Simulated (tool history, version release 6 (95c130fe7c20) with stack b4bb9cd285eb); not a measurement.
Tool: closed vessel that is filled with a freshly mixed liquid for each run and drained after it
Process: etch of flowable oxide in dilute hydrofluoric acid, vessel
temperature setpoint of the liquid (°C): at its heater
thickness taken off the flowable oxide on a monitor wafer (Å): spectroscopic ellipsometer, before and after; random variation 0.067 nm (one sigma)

run,hour,temperature setpoint of the liquid (°C),parts of water to one part of 49 % hydrofluoric acid (parts by volume),time in the liquid (s),thickness taken off the flowable oxide on a monitor wafer (Å)
1,0.0,21.0,280,125,69.022
2,8.4,22.5,280,125,72.465
3,8.9,25.5,280,125,79.671
4,17.0,23.0,280,125,73.299
5,24.6,23.0,280,125,73.381
6,27.7,24.5,280,125,78.906

The next listed run, before its measurement:
7,29.7,24.5,280,125,?

{"run 7": {"thickness taken off the flowable oxide on a monitor wafer (Å)": 78.274}}
